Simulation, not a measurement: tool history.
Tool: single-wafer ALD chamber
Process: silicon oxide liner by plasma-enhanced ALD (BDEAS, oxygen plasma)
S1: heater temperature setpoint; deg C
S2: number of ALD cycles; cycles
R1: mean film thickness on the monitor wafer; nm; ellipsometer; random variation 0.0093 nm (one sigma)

Run 1, hour 0.0: S1 315 deg C, S2 53 cycles. Result: R1 5.2080 nm.
Run 2, hour 5.4: S1 306 deg C, S2 53 cycles. Result: R1 5.2814 nm.
Run 3, hour 12.3: S1 299 deg C, S2 53 cycles. Result: R1 5.3428 nm.
Run 4, hour 14.2: S1 291 deg C, S2 53 cycles. Result: R1 5.5062 nm.
Run 5, hour 22.8: S1 291 deg C, S2 53 cycles. Result: R1 5.4795 nm.
Run 6, hour 27.4: S1 292 deg C, S2 51 cycles. Result: R1 5.2515 nm.
At hour 29.9: thermocouple changed; heater temperature recalibrated.
Run 7, hour 29.9: S1 293 deg C, S2 49 cycles. Result: R1 5.1355 nm.

Forecast run 8:
Run 8, hour 35.3: S1 305 deg C, S2 41 cycles. Result: R1 ?.

Run 8 gave R1 4.1222 nm.
